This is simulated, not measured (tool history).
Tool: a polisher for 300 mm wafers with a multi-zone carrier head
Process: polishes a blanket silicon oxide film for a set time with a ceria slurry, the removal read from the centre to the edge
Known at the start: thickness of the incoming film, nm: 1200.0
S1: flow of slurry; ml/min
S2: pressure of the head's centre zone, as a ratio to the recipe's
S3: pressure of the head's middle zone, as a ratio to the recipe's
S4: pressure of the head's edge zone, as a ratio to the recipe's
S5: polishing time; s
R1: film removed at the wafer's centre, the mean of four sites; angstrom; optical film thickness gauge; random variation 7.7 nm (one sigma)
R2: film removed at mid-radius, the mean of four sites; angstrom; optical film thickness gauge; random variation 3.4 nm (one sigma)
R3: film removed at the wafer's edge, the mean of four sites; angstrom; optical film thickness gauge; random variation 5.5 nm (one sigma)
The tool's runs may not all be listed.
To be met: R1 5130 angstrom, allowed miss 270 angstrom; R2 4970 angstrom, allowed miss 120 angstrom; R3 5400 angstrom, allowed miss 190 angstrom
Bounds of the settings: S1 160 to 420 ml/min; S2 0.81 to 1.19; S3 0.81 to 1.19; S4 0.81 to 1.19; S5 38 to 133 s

run,hour,S1,S2,S3,S4,S5,R1,R2,R3
1,0,270,1,1,1,85,4210.5,4296.3,4303.9
2,1.2,305,1,1,1,85,4344.1,4331.8,4218.7
3,5.9,305,1,1,1,71,3532,3617.3,3522.7
4,9.1,305,1,0.96,1,71,3613.2,3519.7,3553.1
5,15.4,305,1,0.96,1,81,4162.8,4005.3,4041.3
6,19.5,280,1.02,0.97,1.04,86,4418.7,4255.8,4361.6
7,20.2,260,1.02,0.97,1.06,90,4518,4351.3,4563.7
8,25.9,260,1.02,0.97,1.06,90,4534.6,4352.9,4560.2
9,30.7,245,1.02,0.97,1.08,94,4664.6,4554.4,4747.8
10,37.6,240,1.02,0.96,1.1,97,4810.2,4673.5,5095.8

Which of these 4 next moves meets every target?
A,44.5,245,1.01,0.91,1.11,101,?,?,?
B,44.5,245,0.99,0.99,1.06,98,?,?,?
C,44.5,250,1.17,1.07,1.01,94,?,?,?
D,44.5,185,1.01,0.95,1.11,107,?,?,?

move,R1,R2,R3
A,5007.9,4639.7,5183.6
B,4789.8,4831.7,4909.2
C,5232.3,4958.2,4601.4
D,5096.1,4913.9,5343.1
A: further off than the last run
B: as far off as the last run
C: brings the result that was furthest off to its target, and leaves another outside
D: meets every target
Move D is the one to make.
